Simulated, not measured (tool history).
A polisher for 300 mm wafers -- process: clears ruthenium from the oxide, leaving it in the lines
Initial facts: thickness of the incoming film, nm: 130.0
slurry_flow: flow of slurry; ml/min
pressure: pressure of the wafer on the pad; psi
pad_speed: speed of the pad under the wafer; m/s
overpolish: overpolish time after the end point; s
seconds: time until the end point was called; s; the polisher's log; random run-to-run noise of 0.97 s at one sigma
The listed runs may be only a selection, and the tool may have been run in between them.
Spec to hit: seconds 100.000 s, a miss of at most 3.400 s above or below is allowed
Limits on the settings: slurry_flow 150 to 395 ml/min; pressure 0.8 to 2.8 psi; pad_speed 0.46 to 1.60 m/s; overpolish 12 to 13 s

{"run": 1, "hour": 0.0, "slurry_flow": 250, "pressure": 1.8, "pad_speed": 1.02, "overpolish": 12, "seconds": 139.54}
{"run": 2, "hour": 2.0, "slurry_flow": 250, "pressure": 1.8, "pad_speed": 0.8, "overpolish": 12, "seconds": 173.83}
{"run": 3, "hour": 6.3, "slurry_flow": 250, "pressure": 1.8, "pad_speed": 0.64, "overpolish": 12, "seconds": 215.74}
{"run": 4, "hour": 10.5, "slurry_flow": 250, "pressure": 1.9, "pad_speed": 0.66, "overpolish": 12, "seconds": 201.77}
{"run": 5, "hour": 12.2, "slurry_flow": 290, "pressure": 1.9, "pad_speed": 0.66, "overpolish": 12, "seconds": 200.53}
{"run": 6, "hour": 19.0, "slurry_flow": 290, "pressure": 2.0, "pad_speed": 0.7, "overpolish": 12, "seconds": 180.17}
{"run": 7, "hour": 26.8, "slurry_flow": 290, "pressure": 2.1, "pad_speed": 0.72, "overpolish": 12, "seconds": 166.21}
{"run": 8, "hour": 31.6, "slurry_flow": 290, "pressure": 2.2, "pad_speed": 0.74, "overpolish": 12, "seconds": 152.52}
{"run": 9, "hour": 40.6, "slurry_flow": 290, "pressure": 2.3, "pad_speed": 0.76, "overpolish": 12, "seconds": 143.82}
{"run": 10, "hour": 49.3, "slurry_flow": 290, "pressure": 2.4, "pad_speed": 0.78, "overpolish": 12, "seconds": 135.13}
{"run": 11, "hour": 54.1, "slurry_flow": 290, "pressure": 2.5, "pad_speed": 0.8, "overpolish": 12, "seconds": 125.53}
{"run": 12, "hour": 57.3, "slurry_flow": 290, "pressure": 2.5, "pad_speed": 0.82, "overpolish": 12, "seconds": 122.67}
{"run": 13, "hour": 61.7, "slurry_flow": 295, "pressure": 2.8, "pad_speed": 0.86, "overpolish": 12, "seconds": 106.14}

5 candidate next runs follow, results not yet known. Just one meets every target within its allowed miss. Identify it.
{"run": "A", "hour": 66.1, "slurry_flow": 370, "pressure": 2.8, "pad_speed": 0.78, "overpolish": 12, "seconds": "?"}
{"run": "B", "hour": 66.1, "slurry_flow": 260, "pressure": 2.5, "pad_speed": 1.04, "overpolish": 12, "seconds": "?"}
{"run": "C", "hour": 66.1, "slurry_flow": 210, "pressure": 2.6, "pad_speed": 0.82, "overpolish": 12, "seconds": "?"}
{"run": "D", "hour": 66.1, "slurry_flow": 305, "pressure": 2.7, "pad_speed": 0.8, "overpolish": 12, "seconds": "?"}
{"run": "E", "hour": 66.1, "slurry_flow": 305, "pressure": 2.6, "pad_speed": 0.88, "overpolish": 13, "seconds": "?"}

move=A seconds=111.780
move=B seconds=97.244
move=C seconds=120.170
move=D seconds=114.670
move=E seconds=108.550
A: its largest miss is bigger than the last run's
B: each result inside its tolerance
C: its largest miss is bigger than the last run's
D: its largest miss is bigger than the last run's
E: its largest miss is bigger than the last run's
The right move is B.
